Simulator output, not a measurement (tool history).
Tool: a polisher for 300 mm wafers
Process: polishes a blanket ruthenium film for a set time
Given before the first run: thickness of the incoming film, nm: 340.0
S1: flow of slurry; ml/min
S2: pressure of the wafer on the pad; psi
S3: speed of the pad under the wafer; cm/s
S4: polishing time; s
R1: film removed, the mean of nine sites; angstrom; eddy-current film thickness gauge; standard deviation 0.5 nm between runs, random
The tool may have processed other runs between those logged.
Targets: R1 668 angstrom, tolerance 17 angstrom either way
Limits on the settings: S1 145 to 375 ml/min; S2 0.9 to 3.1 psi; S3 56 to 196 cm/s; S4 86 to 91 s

run  hour   S1   S2   S3  S4      R1
  1     0  240    2  126  86  1158.6
  2   7.8  240  1.6  126  86  946.63
  3  14.9  235  1.4  126  86  830.29
  4  22.8  235  1.4  126  91   883.5
  5  29.2  225  1.2  126  91  757.39
  6  29.8  280  1.2  126  91  768.17
  7  31.7  280  1.1  126  91  706.15
  8  37.1  285  1.1  126  91  720.09

Which one of the following 4 next-run settings gets every result inside its allowed miss? There is exactly one.
  A  42.5  335  1.1  134  87   ?
  B  42.5  220  1.2  140  86   ?
  C  42.5  330    1  128  90   ?
  D  42.5  265  1.2  138  86   ?

move      R1
   A  734.84
   B  787.86
   C  667.87
   D  792.88
A: the biggest miss grows against the last run
B: the biggest miss grows against the last run
C: every result lands within tolerance
D: the biggest miss grows against the last run
C meets every target.
